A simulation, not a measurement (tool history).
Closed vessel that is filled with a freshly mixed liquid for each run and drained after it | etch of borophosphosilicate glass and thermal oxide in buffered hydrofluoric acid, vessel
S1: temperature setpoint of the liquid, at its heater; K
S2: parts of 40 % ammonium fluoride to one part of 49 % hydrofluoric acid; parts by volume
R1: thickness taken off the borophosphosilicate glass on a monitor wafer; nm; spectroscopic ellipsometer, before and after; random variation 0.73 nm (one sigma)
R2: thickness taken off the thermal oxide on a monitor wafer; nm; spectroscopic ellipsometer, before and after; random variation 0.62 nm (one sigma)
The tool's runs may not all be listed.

run 1 hour=0.0 | S1=295.15 S2=23.5 time_in_the_liquid_(s)=85 | R1=46.986 R2=38.241
run 2 hour=3.8 | S1=296.15 S2=23.0 time_in_the_liquid_(s)=85 | R1=50.459 R2=41.789
run 3 hour=10.2 | S1=297.15 S2=22.5 time_in_the_liquid_(s)=85 | R1=54.481 R2=43.721
run 4 hour=12.3 | S1=293.65 S2=22.5 time_in_the_liquid_(s)=85 | R1=45.275 R2=36.345
run 5 hour=16.2 | S1=295.15 S2=22.0 time_in_the_liquid_(s)=85 | R1=48.836 R2=39.510
run 6 hour=20.3 | S1=295.15 S2=15.5 time_in_the_liquid_(s)=85 | R1=67.845 R2=55.805
run 7 hour=21.4 | S1=295.15 S2=15.5 time_in_the_liquid_(s)=85 | R1=68.383 R2=54.353

The next listed run, before its measurement:
run 8 hour=23.2 | S1=295.65 S2=15.5 time_in_the_liquid_(s)=85 | R1=? R2=?

Run 8 gave R1 70.016 nm, R2 57.418 nm.

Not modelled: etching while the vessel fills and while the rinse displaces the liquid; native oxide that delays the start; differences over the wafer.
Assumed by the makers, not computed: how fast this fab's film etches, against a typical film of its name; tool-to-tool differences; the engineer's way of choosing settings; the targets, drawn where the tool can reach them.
